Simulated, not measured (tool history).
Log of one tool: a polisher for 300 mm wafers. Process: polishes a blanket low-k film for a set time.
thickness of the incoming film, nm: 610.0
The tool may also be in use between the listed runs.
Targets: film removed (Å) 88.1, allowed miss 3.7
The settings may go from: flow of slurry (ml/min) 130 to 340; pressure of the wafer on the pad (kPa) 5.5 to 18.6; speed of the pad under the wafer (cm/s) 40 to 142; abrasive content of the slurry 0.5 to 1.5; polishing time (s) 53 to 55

run    day  flow of slurry (ml/min)  pressure of the wafer on the pad (kPa)  speed of the pad under the wafer (cm/s)  abrasive content of the slurry  polishing time (s)  film removed (Å)
  1      0                      220                                    11.7                                       90                               1                  53            176.99
  2  0.204                      220                                    11.7                                       90                            1.15                  53            195.05
  3    0.5                      220                                    11.7                                       90                            1.15                  53            189.19
  4  0.542                      220                                    13.1                                       90                            1.15                  53             210.6
  5  0.788                      220                                    11.7                                       90                            1.15                  53            190.85
  6  0.904                      220                                    11.7                                       90                            1.15                  55            200.25
  7  1.096                      220                                     8.3                                       64                             1.1                  55            105.43
     1.258  -- slurry nozzle cleaned
  8  1.258                      220                                     8.3                                       64                             1.1                  55            116.19
  9  1.496                      220                                     7.6                                       64                             1.1                  55            105.46

Which of these 4 next moves meets every target?
  A  1.733                      215                                     9.7                                       62                             1.1                  55                 ?
  B  1.733                      200                                     5.5                                       80                            1.05                  53                 ?
  C  1.733                      200                                       9                                       62                             1.2                  53                 ?
  D  1.733                      235                                     7.6                                       58                             1.1                  53                 ?

move  film removed (Å)
   A            128.92
   B            86.249
   C            119.77
   D            94.529
A: further off than the last run
B: meets every target
C: further off than the last run
D: nearer than the last run, and not there yet
Move B is the one to make.
